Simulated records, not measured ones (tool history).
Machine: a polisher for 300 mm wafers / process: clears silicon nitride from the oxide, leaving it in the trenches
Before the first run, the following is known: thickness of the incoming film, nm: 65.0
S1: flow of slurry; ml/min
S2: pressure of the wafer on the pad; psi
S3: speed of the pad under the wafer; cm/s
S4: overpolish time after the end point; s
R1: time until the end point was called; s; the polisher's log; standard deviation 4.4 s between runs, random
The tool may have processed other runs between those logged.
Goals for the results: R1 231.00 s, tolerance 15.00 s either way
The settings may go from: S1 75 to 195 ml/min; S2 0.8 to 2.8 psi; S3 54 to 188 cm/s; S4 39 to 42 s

run	hour	S1	S2	S3	S4	R1
1	0.0	125	1.8	120	39	118.09
2	5.6	125	1.5	116	39	144.51
3	13.1	125	1.5	138	39	123.93
4	17.5	125	1.5	122	39	136.05
5	24.9	125	1.3	122	39	158.22
6	26.3	125	1.3	108	39	179.80
7	28.6	120	0.8	104	39	292.42
8	32.3	125	0.9	104	39	254.65
9	36.4	130	0.9	104	39	263.55
10	41.9	130	1.1	106	39	209.84
11	50.2	125	1.1	106	39	212.18

Of the 4 settings listed for the next run, only one would bring every result within its allowed miss of target. Which one?
A	58.5	135	1.1	98	39	?
B	58.5	140	1.3	96	39	?
C	58.5	80	1.3	118	42	?
D	58.5	95	1.3	114	42	?

move	R1
A	228.64
B	197.37
C	188.49
D	183.97
A: each result inside its tolerance
B: lands further from the targets than the last run did
C: lands further from the targets than the last run did
D: lands further from the targets than the last run did
Correct choice: A, which meets every target

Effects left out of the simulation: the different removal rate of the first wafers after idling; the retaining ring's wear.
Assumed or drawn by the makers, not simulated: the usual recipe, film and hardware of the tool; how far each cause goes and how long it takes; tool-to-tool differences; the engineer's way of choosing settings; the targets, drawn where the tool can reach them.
